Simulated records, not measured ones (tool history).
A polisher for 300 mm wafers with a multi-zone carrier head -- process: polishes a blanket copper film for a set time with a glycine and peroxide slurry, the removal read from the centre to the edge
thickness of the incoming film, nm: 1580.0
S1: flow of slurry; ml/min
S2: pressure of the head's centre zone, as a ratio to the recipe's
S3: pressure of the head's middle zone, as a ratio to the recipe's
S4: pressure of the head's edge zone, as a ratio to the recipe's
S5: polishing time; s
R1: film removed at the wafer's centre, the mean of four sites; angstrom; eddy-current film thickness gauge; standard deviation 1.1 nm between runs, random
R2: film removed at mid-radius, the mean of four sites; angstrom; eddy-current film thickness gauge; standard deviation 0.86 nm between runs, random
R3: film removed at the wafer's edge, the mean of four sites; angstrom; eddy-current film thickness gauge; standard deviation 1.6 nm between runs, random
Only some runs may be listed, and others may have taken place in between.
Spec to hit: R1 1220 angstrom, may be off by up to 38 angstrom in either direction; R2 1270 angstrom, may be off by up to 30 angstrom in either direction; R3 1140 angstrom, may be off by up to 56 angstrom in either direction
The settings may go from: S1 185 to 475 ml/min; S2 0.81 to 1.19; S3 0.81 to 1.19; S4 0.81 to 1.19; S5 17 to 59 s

run,hour,S1,S2,S3,S4,S5,R1,R2,R3
1,0,305,1,1,1,38,1693,1641.6,1658.9
2,5.6,310,0.99,1.01,0.96,36,1591.7,1579.9,1521.4
3,6.6,315,0.97,1,0.93,34,1469.1,1473.5,1399.2
4,12.9,320,0.95,0.99,0.9,33,1391.6,1425.1,1318.6
5,17.7,320,0.95,0.99,0.98,33,1394.3,1441.9,1389.5
6,24,330,0.94,0.97,0.94,32,1338.7,1365.7,1353.4
7,29.5,315,0.93,0.97,0.91,32,1348.7,1355.9,1321.2
8,36.8,315,0.93,0.98,0.89,31,1292,1329.1,1279.8
9,44.2,330,0.93,0.98,0.87,30,1264.8,1287.7,1244.1
10,50.1,315,0.93,0.99,0.86,30,1241.5,1299.2,1233
11,52.7,315,0.97,1.02,0.81,28,1224.9,1240.2,1119.2
12,57.1,315,0.97,1.02,0.82,28,1192.4,1227,1109.1
13,59.5,320,0.97,1.02,0.83,28,1213.5,1240.8,1112.9

Next run, 4 choices. One meets every target within its allowed miss, the rest don't. Which?
A,61.9,245,1.04,1.08,0.86,27,?,?,?
B,61.9,270,0.99,1.06,0.89,28,?,?,?
C,61.9,265,1.01,1.01,0.86,28,?,?,?
D,61.9,470,1.06,1.07,0.81,26,?,?,?

move,R1,R2,R3
A,1189,1230.8,1083.3
B,1197.7,1272.3,1151.3
C,1215.2,1218.3,1133.2
D,1246.9,1251.1,1067.1
A: misses by more than the last run did
B: each result inside its tolerance
C: misses by more than the last run did
D: brings the result that was furthest off to its target, and leaves another outside
B is the move that brings every result within its allowed miss.
